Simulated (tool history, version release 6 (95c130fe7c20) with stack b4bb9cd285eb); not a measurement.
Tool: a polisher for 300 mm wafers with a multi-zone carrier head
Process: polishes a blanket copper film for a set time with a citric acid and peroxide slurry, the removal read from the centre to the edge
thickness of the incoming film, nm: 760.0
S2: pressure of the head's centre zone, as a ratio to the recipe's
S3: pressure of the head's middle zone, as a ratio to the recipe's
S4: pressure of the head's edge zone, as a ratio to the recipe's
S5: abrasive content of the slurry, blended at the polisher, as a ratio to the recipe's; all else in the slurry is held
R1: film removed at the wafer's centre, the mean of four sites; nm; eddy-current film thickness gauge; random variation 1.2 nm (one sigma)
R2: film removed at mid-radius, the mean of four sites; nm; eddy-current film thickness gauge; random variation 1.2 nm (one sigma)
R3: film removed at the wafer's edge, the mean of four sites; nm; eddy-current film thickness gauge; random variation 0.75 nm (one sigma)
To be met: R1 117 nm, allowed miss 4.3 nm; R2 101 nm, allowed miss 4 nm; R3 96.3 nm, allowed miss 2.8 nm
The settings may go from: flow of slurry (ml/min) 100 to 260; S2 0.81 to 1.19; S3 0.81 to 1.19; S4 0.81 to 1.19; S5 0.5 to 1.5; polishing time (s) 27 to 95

{"run": 1, "day": 0.0, "flow of slurry (ml/min)": 165, "S2": 1, "S3": 1, "S4": 1, "S5": 1, "polishing time (s)": 61, "R1": 65.091, "R2": 63.912, "R3": 63.17}
{"run": 2, "day": 0.079, "flow of slurry (ml/min)": 165, "S2": 1, "S3": 1, "S4": 1, "S5": 1, "polishing time (s)": 47, "R1": 49.937, "R2": 49.494, "R3": 48.106}
{"run": 3, "day": 0.104, "flow of slurry (ml/min)": 165, "S2": 1.08, "S3": 1, "S4": 1, "S5": 1, "polishing time (s)": 47, "R1": 54.311, "R2": 48.532, "R3": 47.841}
{"run": 4, "day": 0.438, "flow of slurry (ml/min)": 175, "S2": 1.09, "S3": 1.01, "S4": 1.01, "S5": 1.05, "polishing time (s)": 51, "R1": 60.974, "R2": 54.965, "R3": 53.851}
{"run": 5, "day": 0.754, "flow of slurry (ml/min)": 185, "S2": 1.1, "S3": 1.02, "S4": 1.01, "S5": 1.1, "polishing time (s)": 53, "R1": 64.104, "R2": 59.302, "R3": 56.784}
{"run": 6, "day": 1.067, "flow of slurry (ml/min)": 190, "S2": 1.11, "S3": 1.01, "S4": 1, "S5": 1.15, "polishing time (s)": 56, "R1": 71.107, "R2": 62.858, "R3": 60.592}
{"run": 7, "day": 1.379, "flow of slurry (ml/min)": 195, "S2": 1.12, "S3": 1.01, "S4": 1.01, "S5": 1.2, "polishing time (s)": 58, "R1": 74.567, "R2": 66.26, "R3": 63.107}
{"run": 8, "day": 1.7, "flow of slurry (ml/min)": 200, "S2": 1.13, "S3": 1.01, "S4": 1.02, "S5": 1.25, "polishing time (s)": 60, "R1": 79.386, "R2": 69.193, "R3": 68.288}
{"run": 9, "day": 1.742, "flow of slurry (ml/min)": 205, "S2": 1.14, "S3": 1.02, "S4": 1.02, "S5": 1.3, "polishing time (s)": 62, "R1": 82.275, "R2": 73.328, "R3": 70.912}
{"run": 10, "day": 2.079, "flow of slurry (ml/min)": 210, "S2": 1.15, "S3": 1.02, "S4": 1.02, "S5": 1.3, "polishing time (s)": 64, "R1": 87.65, "R2": 75.149, "R3": 72.782}
{"run": 11, "day": 2.371, "flow of slurry (ml/min)": 215, "S2": 1.15, "S3": 1.03, "S4": 1.03, "S5": 1.35, "polishing time (s)": 66, "R1": 92.03, "R2": 81.53, "R3": 78.674}
{"run": 12, "day": 2.596, "flow of slurry (ml/min)": 215, "S2": 1.15, "S3": 1.03, "S4": 1.03, "S5": 1.35, "polishing time (s)": 66, "R1": 91.406, "R2": 80.662, "R3": 78.446}
{"run": 13, "day": 2.675, "flow of slurry (ml/min)": 215, "S2": 1.15, "S3": 1.03, "S4": 1.03, "S5": 1.35, "polishing time (s)": 66, "R1": 90.612, "R2": 80.767, "R3": 76.764}
{"run": 14, "day": 2.717, "flow of slurry (ml/min)": 220, "S2": 1.16, "S3": 1.03, "S4": 1.03, "S5": 1.35, "polishing time (s)": 67, "R1": 94.706, "R2": 82.374, "R3": 79.26}

4 next moves are on the table. One of them brings every result within its allowed miss. Which?
{"run": "A", "day": 2.758, "flow of slurry (ml/min)": 235, "S2": 1.19, "S3": 1.06, "S4": 1.07, "S5": 0.9, "polishing time (s)": 90, "R1": "?", "R2": "?", "R3": "?"}
{"run": "B", "day": 2.758, "flow of slurry (ml/min)": 210, "S2": 1.1, "S3": 1.08, "S4": 0.98, "S5": 1.1, "polishing time (s)": 84, "R1": "?", "R2": "?", "R3": "?"}
{"run": "C", "day": 2.758, "flow of slurry (ml/min)": 260, "S2": 1.19, "S3": 1.06, "S4": 0.98, "S5": 1.2, "polishing time (s)": 82, "R1": "?", "R2": "?", "R3": "?"}
{"run": "D", "day": 2.758, "flow of slurry (ml/min)": 210, "S2": 1.19, "S3": 0.83, "S4": 1.07, "S5": 1.45, "polishing time (s)": 88, "R1": "?", "R2": "?", "R3": "?"}

move=A R1=113.61 R2=101.81 R3=95.569
move=B R1=103.62 R2=101.61 R3=90.173
move=C R1=114.91 R2=102.85 R3=92.217
move=D R1=126.62 R2=92.801 R3=107.58
A: meets every target
B: nearer than the last run, and not there yet
C: nearer than the last run, and not there yet
D: takes the result that was furthest off past its target
The right move is A.

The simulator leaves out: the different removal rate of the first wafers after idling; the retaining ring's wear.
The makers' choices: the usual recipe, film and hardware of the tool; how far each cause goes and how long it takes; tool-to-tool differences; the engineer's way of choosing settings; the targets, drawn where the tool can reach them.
